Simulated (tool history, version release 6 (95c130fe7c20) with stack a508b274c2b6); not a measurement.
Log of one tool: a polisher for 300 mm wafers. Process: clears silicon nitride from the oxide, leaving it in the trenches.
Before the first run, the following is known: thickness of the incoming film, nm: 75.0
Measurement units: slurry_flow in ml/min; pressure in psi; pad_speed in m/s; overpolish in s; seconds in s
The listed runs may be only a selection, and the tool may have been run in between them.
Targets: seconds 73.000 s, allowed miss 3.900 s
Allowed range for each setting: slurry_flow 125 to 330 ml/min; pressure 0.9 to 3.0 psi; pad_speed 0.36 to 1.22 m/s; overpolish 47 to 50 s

Run 1, hour 0.0: slurry_flow 210 ml/min, pressure 1.9 psi, pad_speed 0.78 m/s, overpolish 47 s. Result: seconds 131.850 s.
Run 2, hour 1.7: slurry_flow 210 ml/min, pressure 1.4 psi, pad_speed 0.78 m/s, overpolish 47 s. Result: seconds 184.240 s.
Run 3, hour 8.1: slurry_flow 255 ml/min, pressure 1.4 psi, pad_speed 0.78 m/s, overpolish 47 s. Result: seconds 178.690 s.
Run 4, hour 10.7: slurry_flow 255 ml/min, pressure 1.6 psi, pad_speed 0.78 m/s, overpolish 47 s. Result: seconds 158.140 s.
Run 5, hour 12.6: slurry_flow 225 ml/min, pressure 1.6 psi, pad_speed 0.78 m/s, overpolish 47 s. Result: seconds 157.700 s.
Run 6, hour 15.8: slurry_flow 225 ml/min, pressure 1.6 psi, pad_speed 0.62 m/s, overpolish 47 s. Result: seconds 179.950 s.
Run 7, hour 17.8: slurry_flow 225 ml/min, pressure 1.8 psi, pad_speed 0.64 m/s, overpolish 47 s. Result: seconds 159.490 s.
Run 8, hour 24.3: slurry_flow 225 ml/min, pressure 2.0 psi, pad_speed 0.66 m/s, overpolish 47 s. Result: seconds 142.020 s.
Run 9, hour 33.0: slurry_flow 225 ml/min, pressure 2.2 psi, pad_speed 0.68 m/s, overpolish 47 s. Result: seconds 122.620 s.
Run 10, hour 37.3: slurry_flow 225 ml/min, pressure 2.3 psi, pad_speed 0.70 m/s, overpolish 47 s. Result: seconds 117.330 s.
Run 11, hour 45.5: slurry_flow 225 ml/min, pressure 2.4 psi, pad_speed 0.72 m/s, overpolish 47 s. Result: seconds 107.580 s.
Run 12, hour 53.4: slurry_flow 225 ml/min, pressure 2.4 psi, pad_speed 0.72 m/s, overpolish 47 s. Result: seconds 109.150 s.
Run 13, hour 55.4: slurry_flow 225 ml/min, pressure 2.5 psi, pad_speed 0.74 m/s, overpolish 47 s. Result: seconds 105.290 s.
Run 14, hour 62.3: slurry_flow 225 ml/min, pressure 2.6 psi, pad_speed 0.76 m/s, overpolish 47 s. Result: seconds 99.222 s.
Run 15, hour 66.2: slurry_flow 225 ml/min, pressure 2.7 psi, pad_speed 0.80 m/s, overpolish 47 s. Result: seconds 95.307 s.
Run 16, hour 68.1: slurry_flow 225 ml/min, pressure 2.8 psi, pad_speed 0.86 m/s, overpolish 47 s. Result: seconds 85.996 s.
Run 17, hour 70.3: slurry_flow 225 ml/min, pressure 2.8 psi, pad_speed 0.88 m/s, overpolish 47 s. Result: seconds 83.021 s.
Run 18, hour 71.6: slurry_flow 225 ml/min, pressure 2.8 psi, pad_speed 0.88 m/s, overpolish 47 s. Result: seconds 83.972 s.
Run 19, hour 72.6: slurry_flow 225 ml/min, pressure 2.8 psi, pad_speed 0.90 m/s, overpolish 47 s. Result: seconds 83.074 s.
Run 20, hour 79.0: slurry_flow 225 ml/min, pressure 2.8 psi, pad_speed 0.92 m/s, overpolish 47 s. Result: seconds 81.824 s.
Run 21, hour 82.5: slurry_flow 225 ml/min, pressure 2.9 psi, pad_speed 0.94 m/s, overpolish 47 s. Result: seconds 76.315 s.

Exactly one of the 4 candidate moves below puts every result within its allowed miss. Which one?
Run A, hour 86.0: slurry_flow 230 ml/min, pressure 2.8 psi, pad_speed 0.90 m/s, overpolish 49 s. Result: seconds ?.
Run B, hour 86.0: slurry_flow 230 ml/min, pressure 3.0 psi, pad_speed 0.80 m/s, overpolish 50 s. Result: seconds ?.
Run C, hour 86.0: slurry_flow 235 ml/min, pressure 2.8 psi, pad_speed 1.08 m/s, overpolish 50 s. Result: seconds ?.
Run D, hour 86.0: slurry_flow 225 ml/min, pressure 2.8 psi, pad_speed 0.92 m/s, overpolish 50 s. Result: seconds ?.

move  seconds
   A   81.327
   B   82.236
   C   71.422
   D   80.288
A: further off than the last run
B: further off than the last run
C: meets every target
D: further off than the last run
The move that meets every target is C.

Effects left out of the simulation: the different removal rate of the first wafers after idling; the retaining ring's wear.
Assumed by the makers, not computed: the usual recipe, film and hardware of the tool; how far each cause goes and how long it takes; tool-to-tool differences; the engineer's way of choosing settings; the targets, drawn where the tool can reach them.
